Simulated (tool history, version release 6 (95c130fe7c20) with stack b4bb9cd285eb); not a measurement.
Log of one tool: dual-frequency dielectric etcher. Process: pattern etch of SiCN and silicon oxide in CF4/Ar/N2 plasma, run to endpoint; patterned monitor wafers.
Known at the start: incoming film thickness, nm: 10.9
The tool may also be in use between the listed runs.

| run | hour | source power (W) | bias power (W) | Ar flow (sccm) | CF4 flow (sccm) | endpoint time (s) |
|---|---|---|---|---|---|---|
| 1 | 0.0 | 370 | 72 | 119 | 75 | 15.747 |
| 2 | 4.2 | 370 | 72 | 134 | 75 | 16.155 |
| 3 | 5.6 | 370 | 81 | 134 | 75 | 15.431 |
| 4 | 7.3 | 340 | 81 | 134 | 75 | 17.252 |
| 5 | 12.4 | 330 | 81 | 134 | 75 | 17.510 |
| 6 | 15.9 | 360 | 81 | 134 | 75 | 16.020 |
| 7 | 18.7 | 340 | 81 | 134 | 75 | 16.925 |
| 8 | 21.1 | 280 | 80 | 134 | 75 | 21.493 |
| 9 | 24.9 | 290 | 80 | 134 | 75 | 20.685 |

Run 10 comes next. What will it give?
| 10 | 27.9 | 300 | 80 | 134 | 75 | ? |

{"run 10": {"endpoint time (s)": 19.802}}

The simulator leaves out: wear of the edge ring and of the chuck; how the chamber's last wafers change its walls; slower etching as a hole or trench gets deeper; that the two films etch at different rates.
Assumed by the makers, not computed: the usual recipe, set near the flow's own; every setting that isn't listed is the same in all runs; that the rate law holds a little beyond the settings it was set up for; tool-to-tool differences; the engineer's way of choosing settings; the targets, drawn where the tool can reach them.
